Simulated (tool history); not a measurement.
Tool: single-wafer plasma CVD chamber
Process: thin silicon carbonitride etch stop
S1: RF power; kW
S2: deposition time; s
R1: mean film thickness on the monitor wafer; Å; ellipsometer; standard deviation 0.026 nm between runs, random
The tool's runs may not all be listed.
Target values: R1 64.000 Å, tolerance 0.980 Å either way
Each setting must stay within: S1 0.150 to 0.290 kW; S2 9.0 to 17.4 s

| run | hour | S1 | S2 | R1 |
|---|---|---|---|---|
| 1 | 0.0 | 0.220 | 13.2 | 82.002 |
| 2 | 8.4 | 0.210 | 12.8 | 78.021 |
| 3 | 16.6 | 0.200 | 12.5 | 75.427 |
| 4 | 22.9 | 0.195 | 12.3 | 73.073 |
| 5 | 28.4 | 0.210 | 12.3 | 75.100 |
| 6 | 32.2 | 0.200 | 12.1 | 72.800 |
| 7 | 34.5 | 0.195 | 12.0 | 71.492 |
| 8 | 40.4 | 0.190 | 11.9 | 69.918 |

4 candidate next runs follow, results not yet known. Just one meets every target within its allowed miss. Identify it.
| A | 46.3 | 0.205 | 12.2 | ? |
| B | 46.3 | 0.195 | 12.4 | ? |
| C | 46.3 | 0.195 | 13.6 | ? |
| D | 46.3 | 0.185 | 11.0 | ? |

| move | R1 |
|---|---|
| A | 74.323 |
| B | 74.090 |
| C | 81.260 |
| D | 64.375 |
A: lands further from the targets than the last run did
B: lands further from the targets than the last run did
C: lands further from the targets than the last run did
D: every result lands within tolerance
So the answer is move D, the one that meets all the targets.
